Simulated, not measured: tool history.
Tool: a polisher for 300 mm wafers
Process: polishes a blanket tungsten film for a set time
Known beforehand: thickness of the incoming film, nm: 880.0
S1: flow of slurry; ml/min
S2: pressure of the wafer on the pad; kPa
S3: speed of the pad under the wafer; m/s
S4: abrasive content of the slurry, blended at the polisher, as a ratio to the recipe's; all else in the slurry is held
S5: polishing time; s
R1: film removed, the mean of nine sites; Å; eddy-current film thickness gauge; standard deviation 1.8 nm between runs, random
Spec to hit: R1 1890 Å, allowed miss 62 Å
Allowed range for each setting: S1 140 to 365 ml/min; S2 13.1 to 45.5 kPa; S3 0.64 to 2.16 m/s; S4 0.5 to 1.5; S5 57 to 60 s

run	hour	S1	S2	S3	S4	S5	R1
1	0	235	29	1.4	1	57	3427.8
2	1.6	235	24.1	1.4	1	57	2911.4
3	2.2	235	30.3	1.4	1	57	3637.4
4	4.6	235	24.8	1.38	1	57	3019.4
5	5.4	235	24.8	1.38	1	57	3008.1
6	11.8	190	24.8	1.38	1	57	2879.8
7	15	185	20.7	1.36	1	57	2435.9
8	21.7	180	18.6	1.36	1	57	2196.9
9	28.6	180	18.6	1.36	1	57	2176.6
10	37.1	175	17.2	1.36	1	57	1998

Below are 5 possible settings for the next run. Only one of them brings all results inside the allowed miss of their targets. Which is it?
A	45.6	230	15.9	1.42	1	60	?
B	45.6	190	20	1.28	0.6	60	?
C	45.6	160	19.3	1.32	0.85	60	?
D	45.6	145	18.6	1.1	0.95	59	?
E	45.6	165	17.9	1.46	1.05	57	?

move	R1
A	2060.9
B	2084.8
C	2185.5
D	1898
E	2174.7
A: misses by more than the last run did
B: misses by more than the last run did
C: misses by more than the last run did
D: in spec on every target
E: misses by more than the last run did
The move that meets every target is D.
